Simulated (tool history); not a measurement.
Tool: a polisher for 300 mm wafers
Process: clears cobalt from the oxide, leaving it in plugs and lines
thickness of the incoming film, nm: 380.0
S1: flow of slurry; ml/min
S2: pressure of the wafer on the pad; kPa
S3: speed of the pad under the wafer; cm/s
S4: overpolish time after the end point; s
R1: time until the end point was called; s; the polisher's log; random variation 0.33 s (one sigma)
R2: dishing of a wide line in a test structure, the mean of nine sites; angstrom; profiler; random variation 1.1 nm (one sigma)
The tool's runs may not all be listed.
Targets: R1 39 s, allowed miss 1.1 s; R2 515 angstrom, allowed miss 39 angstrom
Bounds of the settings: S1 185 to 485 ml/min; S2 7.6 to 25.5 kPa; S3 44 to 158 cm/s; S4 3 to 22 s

Run 1, hour 0: S1 310 ml/min, S2 16.5 kPa, S3 100 cm/s, S4 11 s. Result: R1 61.391 s, R2 381.82 angstrom.
Run 2, hour 5: S1 310 ml/min, S2 18.6 kPa, S3 100 cm/s, S4 12 s. Result: R1 55.464 s, R2 429.09 angstrom.
Run 3, hour 7.1: S1 310 ml/min, S2 18.6 kPa, S3 100 cm/s, S4 15 s. Result: R1 55.335 s, R2 466.37 angstrom.
Run 4, hour 12.7: S1 370 ml/min, S2 18.6 kPa, S3 100 cm/s, S4 15 s. Result: R1 53.921 s, R2 449.91 angstrom.
Run 5, hour 20.8: S1 380 ml/min, S2 20 kPa, S3 100 cm/s, S4 15 s. Result: R1 49.891 s, R2 480.5 angstrom.
Run 6, hour 24.4: S1 385 ml/min, S2 21.4 kPa, S3 100 cm/s, S4 14 s. Result: R1 47.706 s, R2 465.56 angstrom.
Run 7, hour 27.4: S1 390 ml/min, S2 22.8 kPa, S3 100 cm/s, S4 14 s. Result: R1 44.19 s, R2 468.08 angstrom.
Run 8, hour 29.4: S1 390 ml/min, S2 23.4 kPa, S3 100 cm/s, S4 14 s. Result: R1 43.089 s, R2 497.34 angstrom.
Run 9, hour 32.4: S1 395 ml/min, S2 24.1 kPa, S3 100 cm/s, S4 14 s. Result: R1 41.652 s, R2 480.28 angstrom.
Run 10, hour 37.1: S1 395 ml/min, S2 24.8 kPa, S3 100 cm/s, S4 14 s. Result: R1 40.457 s, R2 510.28 angstrom.
Run 11, hour 38.1: S1 400 ml/min, S2 24.8 kPa, S3 100 cm/s, S4 14 s. Result: R1 40.709 s, R2 476.39 angstrom.

4 next moves are on the table. One of them brings every result within its allowed miss. Which?
Run A, hour 39.1: S1 400 ml/min, S2 22.8 kPa, S3 114 cm/s, S4 15 s. Result: R1 ?, R2 ?.
Run B, hour 39.1: S1 350 ml/min, S2 24.8 kPa, S3 92 cm/s, S4 21 s. Result: R1 ?, R2 ?.
Run C, hour 39.1: S1 400 ml/min, S2 20 kPa, S3 124 cm/s, S4 9 s. Result: R1 ?, R2 ?.
Run D, hour 39.1: S1 435 ml/min, S2 19.3 kPa, S3 114 cm/s, S4 17 s. Result: R1 ?, R2 ?.

move      R1      R2
   A  39.015  519.71
   B  44.555  535.48
   C  40.779  443.99
   D  45.548  517.53
A: meets every target
B: further off than the last run
C: further off than the last run
D: further off than the last run
Move A is the one to make.
